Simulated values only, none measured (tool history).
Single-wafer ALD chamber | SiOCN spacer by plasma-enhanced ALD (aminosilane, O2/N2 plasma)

run  hour  heater temperature setpoint (deg C)  number of ALD cycles (cycles)  mean film thickness on the monitor wafer (nm)
  1   0.0                                  385                             90                                         4.8560
  2   8.0                                  377                             90                                         4.8829
  3   9.5                                  377                             92                                         4.9968
  4  13.6                                  373                             92                                         4.9957
  5  19.8                                  373                             94                                         5.1015
  6  27.4                                  373                            102                                         5.5511
  7  28.8                                  373                            101                                         5.4725

Forecast run 8:
  8  35.9                                  373                            100                                              ?

{"run 8": {"mean film thickness on the monitor wafer (nm)": 5.4434}}

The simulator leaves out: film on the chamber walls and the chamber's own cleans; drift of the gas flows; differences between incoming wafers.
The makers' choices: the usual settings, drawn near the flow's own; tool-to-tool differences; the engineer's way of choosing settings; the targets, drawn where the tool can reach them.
